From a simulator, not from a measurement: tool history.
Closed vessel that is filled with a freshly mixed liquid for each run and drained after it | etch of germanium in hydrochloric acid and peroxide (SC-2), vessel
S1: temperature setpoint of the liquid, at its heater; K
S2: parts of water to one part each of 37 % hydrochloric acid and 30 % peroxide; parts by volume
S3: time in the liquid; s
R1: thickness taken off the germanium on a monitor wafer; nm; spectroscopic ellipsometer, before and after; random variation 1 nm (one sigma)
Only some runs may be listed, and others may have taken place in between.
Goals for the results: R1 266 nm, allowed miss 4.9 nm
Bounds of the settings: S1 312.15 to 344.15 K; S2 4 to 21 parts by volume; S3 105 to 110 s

{"run": 1, "hour": 0.0, "S1": 328.15, "S2": 11.5, "S3": 105, "R1": 181.03}
{"run": 2, "hour": 6.7, "S1": 328.15, "S2": 11.5, "S3": 110, "R1": 188.97}
{"run": 3, "hour": 8.8, "S1": 328.15, "S2": 11.5, "S3": 110, "R1": 188.71}
{"run": 4, "hour": 14.9, "S1": 330.65, "S2": 11.5, "S3": 110, "R1": 203.69}
{"run": 5, "hour": 19.9, "S1": 330.65, "S2": 15.5, "S3": 110, "R1": 196.79}
{"run": 6, "hour": 23.7, "S1": 337.65, "S2": 15.5, "S3": 110, "R1": 238.85}
{"run": 7, "hour": 26.7, "S1": 337.65, "S2": 15.5, "S3": 110, "R1": 239.62}
{"run": 8, "hour": 34.8, "S1": 338.65, "S2": 15.5, "S3": 110, "R1": 245.55}
{"run": 9, "hour": 36.2, "S1": 339.15, "S2": 15.5, "S3": 110, "R1": 250.4}
{"run": 10, "hour": 39.9, "S1": 339.65, "S2": 15.5, "S3": 110, "R1": 251.84}
{"run": 11, "hour": 43.8, "S1": 340.15, "S2": 15.5, "S3": 110, "R1": 255.47}
{"run": 12, "hour": 51.5, "S1": 340.65, "S2": 15.5, "S3": 110, "R1": 259.58}

Consider the 4 candidate settings below. Which is the only one whose results all fall within their allowed miss of target?
{"run": "A", "hour": 59.2, "S1": 343.15, "S2": 12.5, "S3": 105, "R1": "?"}
{"run": "B", "hour": 59.2, "S1": 343.15, "S2": 15, "S3": 110, "R1": "?"}
{"run": "C", "hour": 59.2, "S1": 342.15, "S2": 12.5, "S3": 105, "R1": "?"}
{"run": "D", "hour": 59.2, "S1": 343.15, "S2": 18, "S3": 105, "R1": "?"}

move=A R1=274.87
move=B R1=279
move=C R1=267.48
move=D R1=256.47
A: pushes the last run's worst result past its target
B: pushes the last run's worst result past its target
C: in spec on every target
D: moves away from the targets compared with the last run
The right move is C.
